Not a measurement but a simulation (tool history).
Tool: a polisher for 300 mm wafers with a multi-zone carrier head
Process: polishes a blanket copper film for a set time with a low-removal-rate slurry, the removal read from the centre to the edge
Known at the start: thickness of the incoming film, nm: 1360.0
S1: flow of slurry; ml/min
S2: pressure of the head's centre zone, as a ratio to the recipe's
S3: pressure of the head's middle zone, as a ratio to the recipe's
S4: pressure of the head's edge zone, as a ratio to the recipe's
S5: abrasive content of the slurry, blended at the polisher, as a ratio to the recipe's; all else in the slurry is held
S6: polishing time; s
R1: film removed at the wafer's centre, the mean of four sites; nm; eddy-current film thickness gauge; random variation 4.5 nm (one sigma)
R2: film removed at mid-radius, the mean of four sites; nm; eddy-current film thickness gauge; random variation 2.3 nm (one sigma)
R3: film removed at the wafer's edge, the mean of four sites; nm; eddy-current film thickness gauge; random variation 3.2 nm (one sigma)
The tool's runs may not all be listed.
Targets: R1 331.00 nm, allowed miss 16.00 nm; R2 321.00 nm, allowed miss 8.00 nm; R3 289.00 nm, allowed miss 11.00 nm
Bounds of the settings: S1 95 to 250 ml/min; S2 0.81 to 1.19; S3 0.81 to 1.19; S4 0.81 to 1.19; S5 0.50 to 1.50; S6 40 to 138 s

run	day	S1	S2	S3	S4	S5	S6	R1	R2	R3
1	0.000	160	1.00	1.00	1.00	1.00	88	209.09	212.78	222.96
2	0.271	160	1.00	1.04	1.00	1.00	88	207.80	216.94	220.10
3	0.338	160	1.00	1.04	1.07	1.00	88	207.60	219.58	230.84
4	0.600	180	1.05	1.08	1.07	1.15	91	246.15	252.64	253.75
5	0.846	195	1.09	1.11	1.08	1.20	91	266.11	270.62	260.00
6	0.938	195	1.09	1.05	1.08	1.20	91	271.80	251.58	263.02
7	1.133	205	1.12	1.09	1.09	1.25	91	274.79	270.56	265.51
8	1.462	215	1.14	1.10	1.08	1.30	92	300.73	281.32	271.60
9	1.575	220	1.15	1.12	1.09	1.35	92	296.62	289.13	271.71
10	1.612	225	1.16	1.13	1.09	1.40	93	313.40	296.37	284.15
11	1.958	230	1.17	1.15	1.09	1.40	93	317.46	302.99	280.92
12	2.279	235	1.17	1.16	1.09	1.40	93	323.71	307.24	281.94
13	2.529	235	1.17	1.17	1.09	1.40	93	319.95	308.39	280.84
14	2.654	235	1.17	1.18	1.09	1.40	93	322.33	311.38	282.81

4 next moves are on the table. One of them brings every result within its allowed miss. Which?
A	2.779	205	1.10	1.16	1.14	1.45	92	?	?	?
B	2.779	250	1.19	1.13	1.08	1.30	95	?	?	?
C	2.779	250	1.16	1.18	1.05	1.25	97	?	?	?
D	2.779	220	1.16	1.03	1.19	1.40	100	?	?	?

move	R1	R2	R3
A	288.33	296.54	288.20
B	327.41	302.57	289.35
C	322.34	317.00	287.93
D	332.98	293.35	321.31
A: further off than the last run
B: further off than the last run
C: meets every target
D: further off than the last run
Answer: C
